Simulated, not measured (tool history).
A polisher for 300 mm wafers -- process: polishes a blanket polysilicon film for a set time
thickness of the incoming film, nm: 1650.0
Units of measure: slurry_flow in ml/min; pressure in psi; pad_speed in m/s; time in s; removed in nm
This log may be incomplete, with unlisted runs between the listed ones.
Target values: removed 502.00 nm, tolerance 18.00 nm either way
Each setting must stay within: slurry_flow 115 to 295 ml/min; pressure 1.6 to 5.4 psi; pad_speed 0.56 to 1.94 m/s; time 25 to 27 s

Run 1, hour 0.0: slurry_flow 190 ml/min, pressure 3.5 psi, pad_speed 1.24 m/s, time 27 s. Result: removed 345.76 nm.
Run 2, hour 0.9: slurry_flow 195 ml/min, pressure 3.9 psi, pad_speed 1.24 m/s, time 27 s. Result: removed 382.98 nm.
Run 3, hour 8.0: slurry_flow 195 ml/min, pressure 3.9 psi, pad_speed 1.02 m/s, time 27 s. Result: removed 318.21 nm.
Run 4, hour 8.5: slurry_flow 195 ml/min, pressure 3.9 psi, pad_speed 0.82 m/s, time 27 s. Result: removed 259.84 nm.
Run 5, hour 14.3: slurry_flow 200 ml/min, pressure 4.3 psi, pad_speed 0.90 m/s, time 27 s. Result: removed 309.59 nm.
Run 6, hour 21.5: slurry_flow 200 ml/min, pressure 4.3 psi, pad_speed 1.02 m/s, time 27 s. Result: removed 345.69 nm.
Run 7, hour 29.0: slurry_flow 200 ml/min, pressure 4.6 psi, pad_speed 1.06 m/s, time 27 s. Result: removed 384.44 nm.
At hour 31.5: head pressure recalibrated.
Run 8, hour 31.5: slurry_flow 200 ml/min, pressure 4.6 psi, pad_speed 1.06 m/s, time 27 s. Result: removed 350.45 nm.
Run 9, hour 39.9: slurry_flow 210 ml/min, pressure 4.8 psi, pad_speed 1.14 m/s, time 27 s. Result: removed 392.84 nm.
Run 10, hour 44.4: slurry_flow 210 ml/min, pressure 4.8 psi, pad_speed 1.14 m/s, time 27 s. Result: removed 391.76 nm.
Run 11, hour 47.8: slurry_flow 200 ml/min, pressure 5.0 psi, pad_speed 1.18 m/s, time 27 s. Result: removed 418.10 nm.
Run 12, hour 54.2: slurry_flow 200 ml/min, pressure 5.1 psi, pad_speed 1.22 m/s, time 27 s. Result: removed 445.32 nm.

Exercise: of the 5 proposed moves below, exactly one satisfies all targets within the stated allowed misses. Which move is it?
Run A, hour 60.6: slurry_flow 240 ml/min, pressure 5.1 psi, pad_speed 1.06 m/s, time 25 s. Result: removed ?.
Run B, hour 60.6: slurry_flow 220 ml/min, pressure 5.1 psi, pad_speed 1.42 m/s, time 26 s. Result: removed ?.
Run C, hour 60.6: slurry_flow 205 ml/min, pressure 5.1 psi, pad_speed 1.02 m/s, time 27 s. Result: removed ?.
Run D, hour 60.6: slurry_flow 185 ml/min, pressure 5.4 psi, pad_speed 1.42 m/s, time 27 s. Result: removed ?.
Run E, hour 60.6: slurry_flow 225 ml/min, pressure 5.4 psi, pad_speed 1.16 m/s, time 27 s. Result: removed ?.

move  removed
   A   364.79
   B   498.75
   C   372.63
   D   535.71
   E   451.30
A: misses by more than the last run did
B: all results in spec
C: misses by more than the last run did
D: takes the biggest miss from the last run beyond its target
E: moves toward the targets from the last run without getting all of them in spec
B meets every target.

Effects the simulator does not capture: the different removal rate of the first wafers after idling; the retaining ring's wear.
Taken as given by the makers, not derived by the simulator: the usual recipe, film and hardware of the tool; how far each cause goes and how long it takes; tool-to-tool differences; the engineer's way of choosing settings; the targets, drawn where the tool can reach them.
